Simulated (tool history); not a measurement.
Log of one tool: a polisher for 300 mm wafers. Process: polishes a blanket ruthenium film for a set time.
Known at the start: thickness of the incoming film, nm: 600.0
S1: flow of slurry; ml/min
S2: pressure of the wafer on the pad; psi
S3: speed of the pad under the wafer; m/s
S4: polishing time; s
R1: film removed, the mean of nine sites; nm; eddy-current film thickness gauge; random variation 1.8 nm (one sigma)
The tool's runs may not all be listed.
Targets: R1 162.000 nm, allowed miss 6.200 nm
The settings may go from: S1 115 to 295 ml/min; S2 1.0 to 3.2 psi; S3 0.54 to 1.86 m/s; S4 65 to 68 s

run	hour	S1	S2	S3	S4	R1
1	0.0	190	2.1	1.18	65	100.390
2	0.7	190	2.2	1.18	65	106.000
3	3.0	190	2.3	1.18	65	110.550
4	7.9	190	2.3	0.88	65	92.744
5	16.6	190	2.3	0.88	68	95.705
6	22.8	190	1.9	0.88	68	79.931
7	28.8	190	1.9	0.88	68	79.557
8	35.5	190	2.1	0.90	68	89.212
9	40.5	200	2.7	0.98	68	122.400
10	44.7	200	2.8	1.00	68	126.560

Which of these 5 next moves meets every target?
A	48.9	160	3.2	1.26	67	?
B	48.9	185	2.4	0.74	65	?
C	48.9	245	2.7	0.94	66	?
D	48.9	165	2.7	0.80	65	?
E	48.9	140	2.5	1.40	68	?

move	R1
A	162.050
B	89.761
C	118.560
D	103.520
E	136.260
A: meets every target
B: further off than the last run
C: further off than the last run
D: further off than the last run
E: nearer than the last run, and not there yet
The right move is A.
